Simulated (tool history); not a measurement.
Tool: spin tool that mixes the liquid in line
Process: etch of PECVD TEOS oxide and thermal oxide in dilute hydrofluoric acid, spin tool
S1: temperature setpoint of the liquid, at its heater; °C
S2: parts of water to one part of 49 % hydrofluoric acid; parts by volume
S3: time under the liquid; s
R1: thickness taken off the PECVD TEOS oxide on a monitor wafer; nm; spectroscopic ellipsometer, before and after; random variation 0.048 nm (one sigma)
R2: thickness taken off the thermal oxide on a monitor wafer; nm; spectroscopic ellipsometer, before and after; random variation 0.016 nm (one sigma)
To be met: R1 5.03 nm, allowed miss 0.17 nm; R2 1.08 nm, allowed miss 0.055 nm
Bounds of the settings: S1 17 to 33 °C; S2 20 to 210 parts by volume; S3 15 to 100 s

{"run": 1, "day": 0.0, "S1": 25, "S2": 115, "S3": 50, "R1": 9.9561, "R2": 2.0974}
{"run": 2, "day": 0.183, "S1": 24, "S2": 120, "S3": 50, "R1": 8.877, "R2": 1.9598}
{"run": 3, "day": 0.371, "S1": 24, "S2": 125, "S3": 50, "R1": 8.7491, "R2": 1.8491}
{"run": 4, "day": 0.5, "S1": 24, "S2": 125, "S3": 70, "R1": 12.168, "R2": 2.618}
{"run": 5, "day": 0.708, "S1": 23.5, "S2": 135, "S3": 70, "R1": 10.729, "R2": 2.4109}
{"run": 6, "day": 0.858, "S1": 23.5, "S2": 135, "S3": 55, "R1": 8.6462, "R2": 1.8481}
{"run": 7, "day": 0.883, "S1": 23, "S2": 140, "S3": 55, "R1": 8.091, "R2": 1.7231}
{"run": 8, "day": 1.146, "S1": 22.5, "S2": 145, "S3": 55, "R1": 7.5928, "R2": 1.62}
{"run": 9, "day": 1.388, "S1": 22, "S2": 150, "S3": 55, "R1": 7.1091, "R2": 1.5282}
{"run": 10, "day": 1.638, "S1": 18, "S2": 170, "S3": 55, "R1": 5.2292, "R2": 1.1246}

Which of these 4 next moves meets every target?
{"run": "A", "day": 1.888, "S1": 18, "S2": 125, "S3": 40, "R1": "?", "R2": "?"}
{"run": "B", "day": 1.888, "S1": 20.5, "S2": 165, "S3": 50, "R1": "?", "R2": "?"}
{"run": "C", "day": 1.888, "S1": 19, "S2": 145, "S3": 45, "R1": "?", "R2": "?"}
{"run": "D", "day": 1.888, "S1": 19, "S2": 180, "S3": 55, "R1": "?", "R2": "?"}

move=A R1=5.428 R2=1.1551
move=B R1=5.4545 R2=1.1608
move=C R1=5.372 R2=1.1432
move=D R1=5.1069 R2=1.0868
A: further off than the last run
B: further off than the last run
C: further off than the last run
D: meets every target
The right move is D.

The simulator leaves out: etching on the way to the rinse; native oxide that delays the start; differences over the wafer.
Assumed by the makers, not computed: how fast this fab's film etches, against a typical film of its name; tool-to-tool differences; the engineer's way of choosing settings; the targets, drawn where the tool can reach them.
